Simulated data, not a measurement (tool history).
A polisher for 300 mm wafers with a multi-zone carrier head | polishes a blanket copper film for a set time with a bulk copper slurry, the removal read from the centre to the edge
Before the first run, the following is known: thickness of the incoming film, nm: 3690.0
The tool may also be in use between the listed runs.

| run | hour | flow of slurry (ml/min) | pressure of the head's centre zone | pressure of the head's middle zone | pressure of the head's edge zone | abrasive content of the slurry | polishing time (s) | film removed at the wafer's centre (angstrom) | film removed at mid-radius (angstrom) | film removed at the wafer's edge (angstrom) |
|---|---|---|---|---|---|---|---|---|---|---|
| 1 | 0 | 165 | 1 | 1 | 1 | 1 | 68 | 5592.2 | 5758.5 | 5620.3 |
| 2 | 4.8 | 160 | 1.02 | 0.96 | 1.01 | 0.9 | 66 | 5351.6 | 5141.4 | 5345.3 |
| 3 | 9.4 | 155 | 1.03 | 0.93 | 1 | 0.85 | 66 | 5468 | 5056.6 | 5368.4 |
| 4 | 12.8 | 155 | 1.03 | 0.93 | 1.05 | 0.85 | 66 | 5413.4 | 5062.6 | 5416.3 |
| 5 | 21.1 | 155 | 1.03 | 0.93 | 1.05 | 0.7 | 66 | 5150.9 | 4874 | 5267.1 |
| 6 | 25.4 | 155 | 0.97 | 0.93 | 1.05 | 0.7 | 66 | 4747.4 | 4768.5 | 5233.8 |

The next listed run, before its measurement:
| 7 | 28.7 | 150 | 0.99 | 0.91 | 1.04 | 0.65 | 65 | ? | ? | ? |

film removed at the wafer's centre (angstrom): 4848.5
film removed at mid-radius (angstrom): 4645.9
film removed at the wafer's edge (angstrom): 5043.4

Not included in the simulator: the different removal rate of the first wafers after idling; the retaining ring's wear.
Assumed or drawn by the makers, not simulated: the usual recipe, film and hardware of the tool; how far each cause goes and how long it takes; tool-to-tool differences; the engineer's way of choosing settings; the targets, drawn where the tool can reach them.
